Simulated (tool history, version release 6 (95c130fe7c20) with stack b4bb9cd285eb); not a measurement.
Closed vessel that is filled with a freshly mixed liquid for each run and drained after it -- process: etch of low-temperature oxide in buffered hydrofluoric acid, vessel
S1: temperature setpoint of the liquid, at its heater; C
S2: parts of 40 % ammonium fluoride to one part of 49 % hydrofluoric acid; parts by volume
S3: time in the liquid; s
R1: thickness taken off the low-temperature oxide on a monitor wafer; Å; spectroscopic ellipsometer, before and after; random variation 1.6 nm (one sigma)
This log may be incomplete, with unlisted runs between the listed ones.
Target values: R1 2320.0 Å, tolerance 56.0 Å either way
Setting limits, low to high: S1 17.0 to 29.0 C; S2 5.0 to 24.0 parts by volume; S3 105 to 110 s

run	day	S1	S2	S3	R1
1	0.000	21.0	14.5	105	1916.7
2	0.046	21.0	18.5	105	1506.5
3	0.362	21.0	18.5	110	1560.9
4	0.496	21.0	18.5	110	1572.2
5	0.725	23.0	18.5	110	1769.9
6	0.967	24.5	18.5	110	1898.8
7	1.046	25.5	18.5	110	2033.0
8	1.333	26.5	18.5	110	2130.6
9	1.542	27.0	18.5	110	2190.4
10	1.667	27.5	18.5	110	2252.9

Exercise: of the 4 proposed moves below, exactly one satisfies all targets within the stated allowed misses. Which move is it?
A	1.792	27.0	19.0	110	?
B	1.792	29.0	20.0	105	?
C	1.792	25.0	15.0	105	?
D	1.792	28.0	19.5	110	?

move	R1
A	2155.7
B	2176.8
C	2330.7
D	2216.8
A: lands further from the targets than the last run did
B: lands further from the targets than the last run did
C: hits every target within its allowed miss
D: lands further from the targets than the last run did
Go with C: it meets all targets.

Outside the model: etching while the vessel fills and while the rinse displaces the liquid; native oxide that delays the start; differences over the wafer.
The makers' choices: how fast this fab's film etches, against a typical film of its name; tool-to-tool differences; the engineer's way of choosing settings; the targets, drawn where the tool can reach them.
